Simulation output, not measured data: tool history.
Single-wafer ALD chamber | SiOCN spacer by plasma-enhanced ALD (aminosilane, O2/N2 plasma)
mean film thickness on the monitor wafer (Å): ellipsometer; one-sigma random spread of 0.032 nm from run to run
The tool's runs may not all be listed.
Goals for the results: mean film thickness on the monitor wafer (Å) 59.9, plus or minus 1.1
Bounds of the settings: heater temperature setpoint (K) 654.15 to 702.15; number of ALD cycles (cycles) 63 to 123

run  hour  heater temperature setpoint (K)  number of ALD cycles (cycles)  mean film thickness on the monitor wafer (Å)
  1     0                           678.15                             93                                        51.483
  2   7.7                           674.15                             97                                        54.995
  3    12                           674.15                             91                                        51.091
  4  19.6                           670.15                             95                                        53.283
  5    23                           670.15                            104                                        58.652
  6    29                           670.15                            116                                        65.208
  7    32                           673.15                            114                                        64.173
  8  36.6                           673.15                            114                                        64.113

Pick the move, out of 4, that brings all results within their allowed miss; only one does.
  A  41.2                           677.15                            108                                             ?
  B  41.2                           675.15                            121                                             ?
  C  41.2                           676.15                            119                                             ?
  D  41.2                           684.15                            107                                             ?

move  mean film thickness on the monitor wafer (Å)
   A                                         59.59
   B                                        67.202
   C                                        65.876
   D                                        57.681
A: each result inside its tolerance
B: lands further from the targets than the last run did
C: lands further from the targets than the last run did
D: carries the result that was furthest off beyond its target, to the other side
Correct choice: A, which meets every target

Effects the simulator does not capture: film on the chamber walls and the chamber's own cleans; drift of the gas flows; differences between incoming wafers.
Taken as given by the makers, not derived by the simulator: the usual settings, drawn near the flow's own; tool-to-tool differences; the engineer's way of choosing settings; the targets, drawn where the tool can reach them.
